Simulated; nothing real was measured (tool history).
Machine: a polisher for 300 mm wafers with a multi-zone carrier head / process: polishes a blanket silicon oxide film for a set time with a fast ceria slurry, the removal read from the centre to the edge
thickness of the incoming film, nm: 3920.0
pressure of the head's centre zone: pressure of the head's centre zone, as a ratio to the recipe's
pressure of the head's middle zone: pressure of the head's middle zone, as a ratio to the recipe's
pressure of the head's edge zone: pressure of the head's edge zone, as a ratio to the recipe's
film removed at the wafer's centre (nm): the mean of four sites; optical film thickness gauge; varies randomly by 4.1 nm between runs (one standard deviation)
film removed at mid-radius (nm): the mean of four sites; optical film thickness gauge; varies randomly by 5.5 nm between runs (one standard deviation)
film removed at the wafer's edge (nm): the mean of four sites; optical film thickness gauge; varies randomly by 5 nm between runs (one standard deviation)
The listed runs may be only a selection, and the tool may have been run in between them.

| run | hour | flow of slurry (ml/min) | pressure of the head's centre zone | pressure of the head's middle zone | pressure of the head's edge zone | polishing time (s) | film removed at the wafer's centre (nm) | film removed at mid-radius (nm) | film removed at the wafer's edge (nm) |
|---|---|---|---|---|---|---|---|---|---|
| 1 | 0.0 | 285 | 1.00 | 1.00 | 1.00 | 42 | 445.08 | 461.78 | 465.28 |
| 2 | 1.4 | 310 | 1.00 | 1.00 | 1.00 | 42 | 452.20 | 469.83 | 465.87 |
| 3 | 4.2 | 305 | 1.03 | 1.02 | 1.03 | 44 | 486.24 | 497.65 | 494.10 |
| 4 | 8.1 | 275 | 1.03 | 1.02 | 1.03 | 44 | 478.25 | 488.59 | 489.73 |
| 5 | 10.6 | 275 | 1.00 | 1.02 | 1.03 | 44 | 463.77 | 493.01 | 490.67 |
| 6 | 14.8 | 275 | 1.00 | 0.95 | 1.03 | 44 | 463.99 | 458.89 | 486.84 |
| 7 | 19.5 | 285 | 1.03 | 0.98 | 1.05 | 46 | 498.88 | 496.20 | 512.10 |

What does the tool deliver on the next run?
| 8 | 24.5 | 330 | 1.13 | 1.06 | 1.15 | 56 | ? | ? | ? |

film removed at the wafer's centre (nm): 689.94
film removed at mid-radius (nm): 664.48
film removed at the wafer's edge (nm): 669.84

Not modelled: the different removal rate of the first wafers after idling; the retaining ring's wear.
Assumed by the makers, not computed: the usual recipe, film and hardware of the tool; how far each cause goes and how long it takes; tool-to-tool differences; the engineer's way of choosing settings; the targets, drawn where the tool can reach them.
